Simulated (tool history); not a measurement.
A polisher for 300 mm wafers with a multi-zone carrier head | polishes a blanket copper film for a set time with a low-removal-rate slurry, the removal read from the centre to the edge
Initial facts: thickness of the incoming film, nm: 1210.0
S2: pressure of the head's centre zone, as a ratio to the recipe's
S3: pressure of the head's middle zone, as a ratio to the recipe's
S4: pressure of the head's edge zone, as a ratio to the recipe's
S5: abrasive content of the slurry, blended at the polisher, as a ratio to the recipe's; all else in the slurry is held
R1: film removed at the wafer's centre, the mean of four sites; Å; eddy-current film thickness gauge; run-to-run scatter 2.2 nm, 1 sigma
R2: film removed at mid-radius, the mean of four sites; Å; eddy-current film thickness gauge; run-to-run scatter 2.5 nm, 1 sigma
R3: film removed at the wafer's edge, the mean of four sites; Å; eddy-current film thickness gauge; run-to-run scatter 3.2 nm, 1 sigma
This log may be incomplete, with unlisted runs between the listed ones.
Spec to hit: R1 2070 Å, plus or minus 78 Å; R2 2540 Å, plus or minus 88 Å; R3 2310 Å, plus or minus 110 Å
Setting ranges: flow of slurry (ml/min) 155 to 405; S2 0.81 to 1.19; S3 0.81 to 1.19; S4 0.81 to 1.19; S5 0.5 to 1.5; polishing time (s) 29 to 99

{"run": 1, "hour": 0.0, "flow of slurry (ml/min)": 260, "S2": 1, "S3": 1, "S4": 1, "S5": 1, "polishing time (s)": 64, "R1": 2683.8, "R2": 2702.7, "R3": 2632.2}
{"run": 2, "hour": 8.3, "flow of slurry (ml/min)": 260, "S2": 1, "S3": 1, "S4": 0.95, "S5": 1, "polishing time (s)": 64, "R1": 2707.7, "R2": 2670.7, "R3": 2673.3}
{"run": 3, "hour": 12.1, "flow of slurry (ml/min)": 260, "S2": 0.98, "S3": 1.02, "S4": 0.96, "S5": 0.95, "polishing time (s)": 63, "R1": 2620.1, "R2": 2646.6, "R3": 2524.3}
{"run": 4, "hour": 16.8, "flow of slurry (ml/min)": 250, "S2": 0.95, "S3": 1.02, "S4": 0.98, "S5": 0.95, "polishing time (s)": 62, "R1": 2466.3, "R2": 2616.7, "R3": 2513.5}
{"run": 5, "hour": 25.0, "flow of slurry (ml/min)": 250, "S2": 0.93, "S3": 1.03, "S4": 0.98, "S5": 0.9, "polishing time (s)": 62, "R1": 2391.8, "R2": 2588.8, "R3": 2465.4}
{"run": 6, "hour": 26.2, "flow of slurry (ml/min)": 250, "S2": 0.93, "S3": 1.11, "S4": 0.98, "S5": 0.9, "polishing time (s)": 62, "R1": 2394.2, "R2": 2822.7, "R3": 2414.5}
{"run": 7, "hour": 32.9, "flow of slurry (ml/min)": 250, "S2": 0.93, "S3": 1.11, "S4": 0.98, "S5": 0.9, "polishing time (s)": 62, "R1": 2355.5, "R2": 2778.2, "R3": 2486.1}
{"run": 8, "hour": 35.2, "flow of slurry (ml/min)": 245, "S2": 0.91, "S3": 1.1, "S4": 0.98, "S5": 0.85, "polishing time (s)": 62, "R1": 2293.7, "R2": 2714.9, "R3": 2442.6}

Consider the 4 candidate settings below. Which is the only one whose results all fall within their allowed miss of target?
{"run": "A", "hour": 37.5, "flow of slurry (ml/min)": 260, "S2": 0.82, "S3": 1.06, "S4": 1.01, "S5": 0.9, "polishing time (s)": 57, "R1": "?", "R2": "?", "R3": "?"}
{"run": "B", "hour": 37.5, "flow of slurry (ml/min)": 270, "S2": 1.05, "S3": 1.13, "S4": 0.97, "S5": 1.2, "polishing time (s)": 53, "R1": "?", "R2": "?", "R3": "?"}
{"run": "C", "hour": 37.5, "flow of slurry (ml/min)": 220, "S2": 0.87, "S3": 1.1, "S4": 1, "S5": 0.65, "polishing time (s)": 63, "R1": "?", "R2": "?", "R3": "?"}
{"run": "D", "hour": 37.5, "flow of slurry (ml/min)": 225, "S2": 0.99, "S3": 1.04, "S4": 0.95, "S5": 0.65, "polishing time (s)": 64, "R1": "?", "R2": "?", "R3": "?"}

move=A R1=1935.5 R2=2479.2 R3=2332.6
move=B R1=2475.8 R2=2605.4 R3=2287.6
move=C R1=2081.4 R2=2594.3 R3=2363.3
move=D R1=2412.2 R2=2515.2 R3=2363.8
A: the result that was furthest off in the last run now lies on the other side of its target
B: misses by more than the last run did
C: every result within its allowed miss
D: misses by more than the last run did
The right move is C.
